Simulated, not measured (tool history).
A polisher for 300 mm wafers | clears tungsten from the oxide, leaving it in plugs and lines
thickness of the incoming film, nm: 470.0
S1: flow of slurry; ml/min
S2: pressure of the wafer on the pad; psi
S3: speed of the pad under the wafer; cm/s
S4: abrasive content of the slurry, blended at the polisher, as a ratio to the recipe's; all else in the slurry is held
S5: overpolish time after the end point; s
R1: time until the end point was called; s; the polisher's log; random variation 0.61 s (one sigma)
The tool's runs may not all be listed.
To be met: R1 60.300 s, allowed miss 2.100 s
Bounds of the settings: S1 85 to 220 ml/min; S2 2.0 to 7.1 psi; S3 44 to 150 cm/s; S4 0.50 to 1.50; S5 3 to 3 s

{"run": 1, "hour": 0.0, "S1": 140, "S2": 4.5, "S3": 96, "S4": 1.0, "S5": 3, "R1": 83.279}
{"run": 2, "hour": 3.5, "S1": 120, "S2": 4.5, "S3": 96, "S4": 1.0, "S5": 3, "R1": 84.712}
{"run": 3, "hour": 7.5, "S1": 120, "S2": 4.5, "S3": 96, "S4": 1.2, "S5": 3, "R1": 80.129}
{"run": 4, "hour": 14.0, "S1": 125, "S2": 4.9, "S3": 96, "S4": 1.2, "S5": 3, "R1": 76.206}
{"run": 5, "hour": 16.0, "S1": 125, "S2": 4.9, "S3": 96, "S4": 1.2, "S5": 3, "R1": 73.484}
{"run": 6, "hour": 24.0, "S1": 125, "S2": 4.9, "S3": 96, "S4": 1.0, "S5": 3, "R1": 77.231}
{"run": 7, "hour": 26.2, "S1": 125, "S2": 5.3, "S3": 96, "S4": 1.0, "S5": 3, "R1": 74.448}
{"run": 8, "hour": 28.3, "S1": 130, "S2": 5.7, "S3": 96, "S4": 1.0, "S5": 3, "R1": 68.978}
{"run": 9, "hour": 29.3, "S1": 130, "S2": 5.7, "S3": 96, "S4": 1.0, "S5": 3, "R1": 69.08}
{"run": 10, "hour": 36.4, "S1": 160, "S2": 6.2, "S3": 96, "S4": 1.0, "S5": 3, "R1": 62.646}
{"hour": 37.3, "done": "slurry blender recalibrated"}
{"run": 11, "hour": 37.3, "S1": 160, "S2": 6.3, "S3": 96, "S4": 1.0, "S5": 3, "R1": 55.501}
{"run": 12, "hour": 40.9, "S1": 150, "S2": 6.3, "S3": 96, "S4": 1.0, "S5": 3, "R1": 56.066}
{"run": 13, "hour": 46.5, "S1": 145, "S2": 6.2, "S3": 96, "S4": 1.0, "S5": 3, "R1": 55.871}

Which of these 5 next moves meets every target?
{"run": "A", "hour": 52.1, "S1": 160, "S2": 5.9, "S3": 94, "S4": 1.0, "S5": 3, "R1": "?"}
{"run": "B", "hour": 52.1, "S1": 175, "S2": 5.2, "S3": 100, "S4": 0.9, "S5": 3, "R1": "?"}
{"run": "C", "hour": 52.1, "S1": 155, "S2": 5.8, "S3": 108, "S4": 0.9, "S5": 3, "R1": "?"}
{"run": "D", "hour": 52.1, "S1": 150, "S2": 5.6, "S3": 90, "S4": 0.95, "S5": 3, "R1": "?"}
{"run": "E", "hour": 52.1, "S1": 150, "S2": 6.0, "S3": 100, "S4": 1.0, "S5": 3, "R1": "?"}

move=A R1=60.348
move=B R1=64.485
move=C R1=55.425
move=D R1=67.345
move=E R1=56.491
A: meets every target
B: takes the result that was furthest off past its target
C: further off than the last run
D: takes the result that was furthest off past its target
E: nearer than the last run, and not there yet
The right move is A.
